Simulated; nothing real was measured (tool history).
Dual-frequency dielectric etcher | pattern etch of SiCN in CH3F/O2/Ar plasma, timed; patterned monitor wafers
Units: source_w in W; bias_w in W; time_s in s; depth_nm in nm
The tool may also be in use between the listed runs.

run  hour  source_w  bias_w  time_s  depth_nm
  1   0.0       320      80    49.5    17.276
  2   6.9       300      79    49.5    16.673
  3  14.1       300      69    49.5    15.921
  4  20.6       290      69    49.5    15.755
  5  28.0       290      78    49.5    16.335
  6  32.6       280      78    49.5    16.126

Run 7 comes next. What will it give?
  7  40.7       230      77    49.5         ?

Run 7 gave depth_nm 14.664 nm.
